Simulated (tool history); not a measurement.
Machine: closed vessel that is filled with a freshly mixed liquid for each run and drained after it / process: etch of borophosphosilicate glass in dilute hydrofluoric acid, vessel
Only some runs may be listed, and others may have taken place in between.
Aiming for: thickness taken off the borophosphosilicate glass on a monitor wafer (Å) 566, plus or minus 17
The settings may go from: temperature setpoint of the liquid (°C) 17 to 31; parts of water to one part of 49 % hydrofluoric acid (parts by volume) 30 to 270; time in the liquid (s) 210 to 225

run  hour  temperature setpoint of the liquid (°C)  parts of water to one part of 49 % hydrofluoric acid (parts by volume)  time in the liquid (s)  thickness taken off the borophosphosilicate glass on a monitor wafer (Å)
  1     0                                       23                                                                     150                     210                                                                       349
  2   1.4                                     25.5                                                                     150                     210                                                                    383.94
  3   3.4                                       23                                                                     150                     210                                                                    354.66
  4   6.4                                       23                                                                     180                     210                                                                    276.48
  5   9.8                                       23                                                                     130                     210                                                                     422.4
  6  10.4                                     24.5                                                                     130                     210                                                                    429.18
  7    17                                       26                                                                     125                     210                                                                    488.27
  8  24.5                                       27                                                                     125                     210                                                                    510.21
  9  29.4                                     27.5                                                                     125                     210                                                                    514.79

Of the 5 settings listed for the next run, only one would bring every result within its allowed miss of target. Which one?
  A  34.3                                     26.5                                                                     145                     225                                                                         ?
  B  34.3                                     27.5                                                                     115                     210                                                                         ?
  C  34.3                                     26.5                                                                     105                     210                                                                         ?
  D  34.3                                     24.5                                                                     135                     225                                                                         ?
  E  34.3                                     27.5                                                                     115                     225                                                                         ?

move  thickness taken off the borophosphosilicate glass on a monitor wafer (Å)
   A                                                                    449.21
   B                                                                    570.06
   C                                                                    608.77
   D                                                                    452.64
   E                                                                    610.77
A: the biggest miss grows against the last run
B: all results land within tolerance of their targets
C: takes the result that was furthest off past its target
D: the biggest miss grows against the last run
E: takes the result that was furthest off past its target
Correct choice: B, which meets every target

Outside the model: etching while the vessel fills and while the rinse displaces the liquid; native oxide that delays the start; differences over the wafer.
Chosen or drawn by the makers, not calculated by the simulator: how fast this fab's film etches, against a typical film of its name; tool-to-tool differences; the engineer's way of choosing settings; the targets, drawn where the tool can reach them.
